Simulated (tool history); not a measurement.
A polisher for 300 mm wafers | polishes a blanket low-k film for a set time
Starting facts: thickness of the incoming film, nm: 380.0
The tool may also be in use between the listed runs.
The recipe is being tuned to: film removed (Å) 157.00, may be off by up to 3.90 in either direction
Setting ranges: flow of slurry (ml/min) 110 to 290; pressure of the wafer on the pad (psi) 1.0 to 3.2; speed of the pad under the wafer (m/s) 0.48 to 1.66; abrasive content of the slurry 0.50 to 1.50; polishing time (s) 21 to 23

run  hour  flow of slurry (ml/min)  pressure of the wafer on the pad (psi)  speed of the pad under the wafer (m/s)  abrasive content of the slurry  polishing time (s)  film removed (Å)
  1   0.0                      185                                     2.1                                    1.06                            1.00                  23            121.89
  2   5.4                      185                                     2.1                                    1.06                            1.00                  23            123.62
  3  13.7                      195                                     2.2                                    1.06                            1.00                  23            129.87
  4  14.8                      225                                     2.2                                    1.06                            1.00                  23            129.94
  5  21.2                      180                                     2.2                                    1.06                            1.00                  23            126.53
  6  26.7                      180                                     2.2                                    0.88                            1.00                  23            116.60
  7  35.0                      180                                     2.4                                    0.88                            1.00                  23            125.81
  8  38.7                      180                                     2.6                                    0.88                            1.00                  23            133.50
  9  47.7                      185                                     2.7                                    0.88                            1.00                  23            141.40
 10  53.6                      185                                     2.7                                    0.88                            1.00                  23            138.14
 11  60.3                      185                                     2.8                                    0.88                            1.00                  23            144.94
 12  65.7                      185                                     2.9                                    0.88                            1.00                  23            149.27

Which of these 5 next moves meets every target?
  A  71.1                      120                                     2.8                                    1.10                            0.95                  23                 ?
  B  71.1                      200                                     2.9                                    0.88                            1.10                  23                 ?
  C  71.1                      190                                     3.1                                    0.96                            0.90                  22                 ?
  D  71.1                      250                                     2.4                                    0.72                            1.50                  22                 ?
  E  71.1                      175                                     2.6                                    0.94                            1.20                  21                 ?

move  film removed (Å)
   A            147.17
   B            159.45
   C            145.65
   D            142.19
   E            141.51
A: its largest miss is bigger than the last run's
B: hits every target within its allowed miss
C: its largest miss is bigger than the last run's
D: its largest miss is bigger than the last run's
E: its largest miss is bigger than the last run's
B meets every target.

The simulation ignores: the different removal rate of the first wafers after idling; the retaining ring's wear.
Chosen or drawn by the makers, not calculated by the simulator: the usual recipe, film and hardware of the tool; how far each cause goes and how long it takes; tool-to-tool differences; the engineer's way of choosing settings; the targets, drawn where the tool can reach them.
